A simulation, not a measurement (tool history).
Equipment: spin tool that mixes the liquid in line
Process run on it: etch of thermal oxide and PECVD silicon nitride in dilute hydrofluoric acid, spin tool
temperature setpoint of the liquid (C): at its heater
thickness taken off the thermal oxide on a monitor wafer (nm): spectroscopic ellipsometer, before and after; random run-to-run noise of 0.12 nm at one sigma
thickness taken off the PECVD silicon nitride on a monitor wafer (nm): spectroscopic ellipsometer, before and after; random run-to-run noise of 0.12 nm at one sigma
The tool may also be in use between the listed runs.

run,hour,temperature setpoint of the liquid (C),parts of water to one part of 49 % hydrofluoric acid (parts by volume),time under the liquid (s),thickness taken off the thermal oxide on a monitor wafer (nm),thickness taken off the PECVD silicon nitride on a monitor wafer (nm)
1,0,22,275,180,2.4119,2.7619
2,1,24,210,200,4.0803,4.6088
3,2.4,25,160,210,6.1519,6.6239
4,6.1,25,160,275,7.9312,8.8507
5,13,26,135,265,9.777,10.504
6,17.4,27,125,260,10.925,11.953
7,20.4,27.5,115,255,12.186,13.189

Forecast run 8:
8,22.2,27.5,110,250,?,?

thickness taken off the thermal oxide on a monitor wafer (nm): 12.475
thickness taken off the PECVD silicon nitride on a monitor wafer (nm): 13.613

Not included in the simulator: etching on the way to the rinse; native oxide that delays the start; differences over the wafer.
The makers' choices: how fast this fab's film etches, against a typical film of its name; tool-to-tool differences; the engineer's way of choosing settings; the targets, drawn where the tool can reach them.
